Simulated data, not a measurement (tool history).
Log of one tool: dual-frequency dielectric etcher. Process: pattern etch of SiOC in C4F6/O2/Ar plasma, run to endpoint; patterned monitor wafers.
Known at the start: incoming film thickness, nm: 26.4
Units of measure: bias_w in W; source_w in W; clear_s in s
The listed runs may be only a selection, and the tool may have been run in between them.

run 1 hour=0 | bias_w=533 source_w=250 | clear_s=9.1794
run 2 hour=6.7 | bias_w=533 source_w=290 | clear_s=8.7091
run 3 hour=10.9 | bias_w=533 source_w=250 | clear_s=9.1985
run 4 hour=16.2 | bias_w=533 source_w=220 | clear_s=9.7365
run 5 hour=16.8 | bias_w=522 source_w=220 | clear_s=9.7875
run 6 hour=17.3 | bias_w=512 source_w=220 | clear_s=9.8048
run 7 hour=20.5 | bias_w=501 source_w=220 | clear_s=9.976
run 8 hour=25 | bias_w=494 source_w=220 | clear_s=9.9059
run 9 hour=25.6 | bias_w=484 source_w=220 | clear_s=10.02

The next listed run, before its measurement:
run 10 hour=29.5 | bias_w=476 source_w=220 | clear_s=?

clear_s: 9.9796 s
